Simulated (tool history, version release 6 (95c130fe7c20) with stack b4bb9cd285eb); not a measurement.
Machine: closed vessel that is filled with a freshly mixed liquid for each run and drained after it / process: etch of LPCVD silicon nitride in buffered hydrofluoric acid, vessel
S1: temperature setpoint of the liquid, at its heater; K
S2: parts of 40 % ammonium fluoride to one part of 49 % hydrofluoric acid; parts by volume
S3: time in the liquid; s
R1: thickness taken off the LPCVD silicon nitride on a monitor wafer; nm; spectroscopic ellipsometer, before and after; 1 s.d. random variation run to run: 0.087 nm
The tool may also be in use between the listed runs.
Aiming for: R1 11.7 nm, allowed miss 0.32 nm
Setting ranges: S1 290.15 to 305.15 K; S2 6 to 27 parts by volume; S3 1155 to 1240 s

Run 1, hour 0: S1 298.15 K, S2 16.5 parts by volume, S3 1155 s. Result: R1 9.3234 nm.
Run 2, hour 1.6: S1 299.15 K, S2 16.5 parts by volume, S3 1155 s. Result: R1 9.8137 nm.
Run 3, hour 6.4: S1 299.65 K, S2 16.5 parts by volume, S3 1155 s. Result: R1 10.016 nm.
Run 4, hour 14.4: S1 300.15 K, S2 16.5 parts by volume, S3 1155 s. Result: R1 10.241 nm.
Run 5, hour 23: S1 300.65 K, S2 16.5 parts by volume, S3 1155 s. Result: R1 10.714 nm.
Run 6, hour 29.3: S1 304.15 K, S2 16.5 parts by volume, S3 1155 s. Result: R1 12.803 nm.
Run 7, hour 34.9: S1 303.65 K, S2 16.5 parts by volume, S3 1155 s. Result: R1 12.343 nm.
Run 8, hour 37.9: S1 303.15 K, S2 16.5 parts by volume, S3 1155 s. Result: R1 12.188 nm.

5 next moves are on the table. One of them brings every result within its allowed miss. Which?
Run A, hour 40.9: S1 303.15 K, S2 16 parts by volume, S3 1205 s. Result: R1 ?.
Run B, hour 40.9: S1 303.65 K, S2 16.5 parts by volume, S3 1190 s. Result: R1 ?.
Run C, hour 40.9: S1 302.65 K, S2 18.5 parts by volume, S3 1215 s. Result: R1 ?.
Run D, hour 40.9: S1 303.65 K, S2 17 parts by volume, S3 1215 s. Result: R1 ?.
Run E, hour 40.9: S1 301.15 K, S2 16.5 parts by volume, S3 1240 s. Result: R1 ?.

move      R1
   A  12.961
   B   12.75
   C  11.037
   D  12.642
   E   11.64
A: further off than the last run
B: further off than the last run
C: moves the result that the last run missed by most past its target, out the other side
D: further off than the last run
E: hits every target within its allowed miss
E is the move that brings every result within its allowed miss.
